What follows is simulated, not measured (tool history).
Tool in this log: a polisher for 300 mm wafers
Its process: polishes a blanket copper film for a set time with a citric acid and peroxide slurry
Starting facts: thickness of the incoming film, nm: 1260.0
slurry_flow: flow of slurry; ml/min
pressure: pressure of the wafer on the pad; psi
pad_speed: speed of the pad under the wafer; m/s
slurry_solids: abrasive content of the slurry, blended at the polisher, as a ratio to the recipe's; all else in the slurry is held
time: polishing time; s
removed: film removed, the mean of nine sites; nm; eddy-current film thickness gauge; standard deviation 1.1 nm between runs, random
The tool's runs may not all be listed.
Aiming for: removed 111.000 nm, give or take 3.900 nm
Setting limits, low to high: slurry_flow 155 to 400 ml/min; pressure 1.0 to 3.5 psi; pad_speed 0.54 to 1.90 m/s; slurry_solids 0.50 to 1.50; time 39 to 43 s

Run 1, hour 0.0: slurry_flow 255 ml/min, pressure 2.2 psi, pad_speed 1.22 m/s, slurry_solids 1.00, time 43 s. Result: removed 85.496 nm.
Run 2, hour 1.0: slurry_flow 255 ml/min, pressure 2.2 psi, pad_speed 1.22 m/s, slurry_solids 1.00, time 39 s. Result: removed 77.872 nm.
Run 3, hour 9.3: slurry_flow 255 ml/min, pressure 2.3 psi, pad_speed 1.22 m/s, slurry_solids 1.00, time 39 s. Result: removed 79.998 nm.
Run 4, hour 16.7: slurry_flow 255 ml/min, pressure 2.3 psi, pad_speed 1.22 m/s, slurry_solids 1.00, time 39 s. Result: removed 80.822 nm.
Run 5, hour 23.4: slurry_flow 285 ml/min, pressure 2.3 psi, pad_speed 1.22 m/s, slurry_solids 1.00, time 39 s. Result: removed 82.208 nm.
Run 6, hour 28.9: slurry_flow 285 ml/min, pressure 2.4 psi, pad_speed 1.22 m/s, slurry_solids 1.00, time 39 s. Result: removed 84.809 nm.
Run 7, hour 34.6: slurry_flow 285 ml/min, pressure 2.5 psi, pad_speed 1.22 m/s, slurry_solids 1.00, time 39 s. Result: removed 87.640 nm.
Run 8, hour 39.2: slurry_flow 285 ml/min, pressure 2.6 psi, pad_speed 1.22 m/s, slurry_solids 1.00, time 39 s. Result: removed 88.571 nm.
Run 9, hour 40.0: slurry_flow 285 ml/min, pressure 2.7 psi, pad_speed 1.22 m/s, slurry_solids 1.00, time 39 s. Result: removed 92.749 nm.
Run 10, hour 48.5: slurry_flow 285 ml/min, pressure 2.8 psi, pad_speed 1.22 m/s, slurry_solids 1.00, time 39 s. Result: removed 94.328 nm.

Next run, 4 choices. One meets every target within its allowed miss, the rest don't. Which?
Run A, hour 57.0: slurry_flow 330 ml/min, pressure 2.8 psi, pad_speed 1.36 m/s, slurry_solids 0.95, time 41 s. Result: removed ?.
Run B, hour 57.0: slurry_flow 310 ml/min, pressure 3.4 psi, pad_speed 1.32 m/s, slurry_solids 0.90, time 39 s. Result: removed ?.
Run C, hour 57.0: slurry_flow 275 ml/min, pressure 3.1 psi, pad_speed 1.30 m/s, slurry_solids 0.95, time 43 s. Result: removed ?.
Run D, hour 57.0: slurry_flow 240 ml/min, pressure 3.0 psi, pad_speed 1.26 m/s, slurry_solids 0.90, time 40 s. Result: removed ?.

move  removed
   A  108.330
   B  117.430
   C  117.760
   D  101.770
A: every result lands within tolerance
B: moves the result that the last run missed by most past its target, out the other side
C: moves the result that the last run missed by most past its target, out the other side
D: closer than the last run, but not yet in spec
A meets every target.
